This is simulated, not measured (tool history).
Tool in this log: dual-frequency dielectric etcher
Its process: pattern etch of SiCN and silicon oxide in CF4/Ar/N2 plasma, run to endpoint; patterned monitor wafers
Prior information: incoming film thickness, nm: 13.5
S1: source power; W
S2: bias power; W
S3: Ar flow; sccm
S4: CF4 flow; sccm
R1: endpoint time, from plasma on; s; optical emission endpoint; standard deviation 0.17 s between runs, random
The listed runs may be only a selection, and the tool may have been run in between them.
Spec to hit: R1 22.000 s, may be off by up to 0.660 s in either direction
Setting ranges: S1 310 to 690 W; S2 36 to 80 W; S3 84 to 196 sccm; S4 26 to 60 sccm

{"run": 1, "hour": 0.0, "S1": 500, "S2": 58, "S3": 140, "S4": 43, "R1": 18.343}
{"run": 2, "hour": 7.0, "S1": 500, "S2": 54, "S3": 140, "S4": 43, "R1": 18.639}
{"run": 3, "hour": 11.7, "S1": 540, "S2": 54, "S3": 140, "S4": 43, "R1": 17.819}
{"run": 4, "hour": 15.7, "S1": 620, "S2": 54, "S3": 140, "S4": 43, "R1": 15.95}
{"run": 5, "hour": 17.1, "S1": 550, "S2": 52, "S3": 142, "S4": 43, "R1": 17.744}
{"run": 6, "hour": 17.8, "S1": 600, "S2": 52, "S3": 142, "S4": 43, "R1": 16.591}
{"run": 7, "hour": 24.6, "S1": 540, "S2": 50, "S3": 143, "S4": 43, "R1": 18.18}
{"run": 8, "hour": 33.6, "S1": 500, "S2": 49, "S3": 144, "S4": 43, "R1": 19.383}
{"run": 9, "hour": 41.9, "S1": 470, "S2": 48, "S3": 145, "S4": 43, "R1": 19.998}
{"run": 10, "hour": 44.5, "S1": 450, "S2": 47, "S3": 146, "S4": 43, "R1": 20.965}
{"run": 11, "hour": 46.3, "S1": 450, "S2": 47, "S3": 146, "S4": 43, "R1": 21.044}

Of the 4 settings listed for the next run, only one would bring every result within its allowed miss of target. Which one?
{"run": "A", "hour": 48.1, "S1": 410, "S2": 41, "S3": 156, "S4": 41, "R1": "?"}
{"run": "B", "hour": 48.1, "S1": 370, "S2": 51, "S3": 138, "S4": 41, "R1": "?"}
{"run": "C", "hour": 48.1, "S1": 440, "S2": 59, "S3": 108, "S4": 36, "R1": "?"}
{"run": "D", "hour": 48.1, "S1": 450, "S2": 38, "S3": 144, "S4": 46, "R1": "?"}

move=A R1=23.542
move=B R1=23.339
move=C R1=19.710
move=D R1=21.555
A: takes the result that was furthest off past its target
B: takes the result that was furthest off past its target
C: the biggest miss grows against the last run
D: all results in spec
Move D is the one to make.

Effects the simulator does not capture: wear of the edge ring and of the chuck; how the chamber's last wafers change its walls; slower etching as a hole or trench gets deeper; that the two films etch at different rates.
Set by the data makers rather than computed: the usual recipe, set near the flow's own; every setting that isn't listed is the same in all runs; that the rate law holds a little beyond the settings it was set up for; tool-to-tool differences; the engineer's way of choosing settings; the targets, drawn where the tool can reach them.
